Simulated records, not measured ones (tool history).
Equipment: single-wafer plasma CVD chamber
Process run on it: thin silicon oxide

run,day,heater temperature setpoint (K),chamber pressure (mTorr),RF power (kW),deposition time (s),mean film thickness on the monitor wafer (Å)
1,0,658.15,929,0.22,9.9,189.33
2,0.254,658.15,929,0.22,9.4,179.33
3,0.596,658.15,801,0.22,9.4,161.73
4,0.738,658.15,801,0.195,9.4,154.06
5,0.867,658.15,910,0.195,9.4,167.9
6,1.179,658.15,989,0.195,9.4,177.17
7,1.325,658.15,1051,0.195,9.4,182.69
8,1.629,658.15,1051,0.195,9.4,182.75

Run 9 comes next. What will it give?
9,1.996,658.15,1106,0.195,9.4,?

{"run 9": {"mean film thickness on the monitor wafer (Å)": 186.4}}
